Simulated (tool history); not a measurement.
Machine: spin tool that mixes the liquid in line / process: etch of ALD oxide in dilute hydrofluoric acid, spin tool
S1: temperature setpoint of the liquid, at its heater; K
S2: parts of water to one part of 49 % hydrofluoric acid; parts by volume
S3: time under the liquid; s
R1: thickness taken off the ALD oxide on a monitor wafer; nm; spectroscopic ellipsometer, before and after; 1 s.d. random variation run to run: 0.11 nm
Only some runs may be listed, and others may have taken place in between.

Run 1, day 0.000: S1 295.15 K, S2 185 parts by volume, S3 270 s. Result: R1 18.664 nm.
Run 2, day 0.292: S1 295.15 K, S2 185 parts by volume, S3 270 s. Result: R1 18.769 nm.
Run 3, day 0.533: S1 295.15 K, S2 185 parts by volume, S3 270 s. Result: R1 18.735 nm.
Run 4, day 0.775: S1 298.15 K, S2 185 parts by volume, S3 270 s. Result: R1 20.781 nm.
Run 5, day 1.012: S1 300.65 K, S2 185 parts by volume, S3 270 s. Result: R1 22.932 nm.
Run 6, day 1.308: S1 298.65 K, S2 185 parts by volume, S3 270 s. Result: R1 21.358 nm.
Run 7, day 1.517: S1 297.15 K, S2 190 parts by volume, S3 270 s. Result: R1 19.173 nm.
Run 8, day 1.550: S1 295.65 K, S2 195 parts by volume, S3 270 s. Result: R1 17.435 nm.
Run 9, day 1.642: S1 294.65 K, S2 195 parts by volume, S3 270 s. Result: R1 17.062 nm.
Run 10, day 1.883: S1 293.65 K, S2 200 parts by volume, S3 270 s. Result: R1 16.045 nm.
Run 11, day 2.000: S1 293.65 K, S2 200 parts by volume, S3 270 s. Result: R1 16.058 nm.
Run 12, day 2.312: S1 293.15 K, S2 200 parts by volume, S3 270 s. Result: R1 15.657 nm.

Predict the results of run 13:
Run 13, day 2.612: S1 292.65 K, S2 200 parts by volume, S3 270 s. Result: R1 ?.

For run 13 the tool returned R1 15.397 nm.
